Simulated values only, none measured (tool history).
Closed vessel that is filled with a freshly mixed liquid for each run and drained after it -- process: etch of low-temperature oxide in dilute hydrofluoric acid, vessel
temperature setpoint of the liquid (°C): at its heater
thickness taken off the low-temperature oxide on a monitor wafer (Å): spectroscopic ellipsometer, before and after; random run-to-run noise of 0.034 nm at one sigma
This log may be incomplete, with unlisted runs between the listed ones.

| run | hour | temperature setpoint of the liquid (°C) | parts of water to one part of 49 % hydrofluoric acid (parts by volume) | time in the liquid (s) | thickness taken off the low-temperature oxide on a monitor wafer (Å) |
|---|---|---|---|---|---|
| 1 | 0.0 | 25.0 | 80 | 90 | 165.270 |
| 2 | 3.7 | 23.0 | 90 | 90 | 133.720 |
| 3 | 11.8 | 24.5 | 90 | 90 | 141.970 |
| 4 | 14.4 | 24.5 | 90 | 95 | 149.470 |
| 5 | 22.2 | 24.5 | 90 | 95 | 149.900 |
| 6 | 28.1 | 24.5 | 90 | 95 | 149.880 |
| 7 | 31.3 | 20.5 | 115 | 95 | 96.101 |
| 8 | 34.8 | 19.5 | 115 | 95 | 93.464 |

What does the tool deliver on the next run?
| 9 | 40.7 | 19.0 | 115 | 95 | ? |

Run 9 gave thickness taken off the low-temperature oxide on a monitor wafer (Å) 91.129.
